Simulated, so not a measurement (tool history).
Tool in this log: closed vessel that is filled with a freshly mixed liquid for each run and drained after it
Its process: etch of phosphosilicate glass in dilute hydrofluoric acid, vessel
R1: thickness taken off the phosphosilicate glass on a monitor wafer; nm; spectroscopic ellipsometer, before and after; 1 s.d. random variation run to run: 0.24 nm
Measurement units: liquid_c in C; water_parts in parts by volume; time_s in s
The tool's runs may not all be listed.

Run 1, hour 0: liquid_c 24 C, water_parts 225 parts by volume, time_s 195 s. Result: R1 80.417 nm.
Run 2, hour 7.9: liquid_c 21 C, water_parts 225 parts by volume, time_s 195 s. Result: R1 71.934 nm.
Run 3, hour 15.1: liquid_c 20 C, water_parts 240 parts by volume, time_s 195 s. Result: R1 64.316 nm.
Run 4, hour 15.8: liquid_c 19 C, water_parts 250 parts by volume, time_s 195 s. Result: R1 58.865 nm.
Run 5, hour 20.6: liquid_c 21 C, water_parts 250 parts by volume, time_s 195 s. Result: R1 63.562 nm.
Run 6, hour 25.4: liquid_c 20 C, water_parts 260 parts by volume, time_s 195 s. Result: R1 58.195 nm.

For run 7, what comes out?
Run 7, hour 29.6: liquid_c 19 C, water_parts 265 parts by volume, time_s 195 s. Result: R1 ?.

{"run 7": {"R1": 55.573}}
